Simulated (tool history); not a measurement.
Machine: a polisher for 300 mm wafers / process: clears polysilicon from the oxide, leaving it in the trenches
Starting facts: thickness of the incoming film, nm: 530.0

run	day	flow of slurry (ml/min)	pressure of the wafer on the pad (kPa)	speed of the pad under the wafer (cm/s)	overpolish time after the end point (s)	time until the end point was called (s)	dishing of a wide line in a test structure (Å)
1	0	220	20.7	106	8	31.888	450.31
2	0.329	220	16.5	106	8	41.205	415.01
3	0.658	190	16.5	106	8	40.939	421.49
4	0.871	190	15.2	104	9	46.559	425.46
5	1.121	190	15.2	104	10	46.039	430.49
6	1.4	190	14.5	104	11	47.573	436.12

Estimate the outcome of run 7 from the log above:
7	1.467	190	13.8	104	11	?	?

time until the end point was called (s): 49.823
dishing of a wide line in a test structure (Å): 429.77

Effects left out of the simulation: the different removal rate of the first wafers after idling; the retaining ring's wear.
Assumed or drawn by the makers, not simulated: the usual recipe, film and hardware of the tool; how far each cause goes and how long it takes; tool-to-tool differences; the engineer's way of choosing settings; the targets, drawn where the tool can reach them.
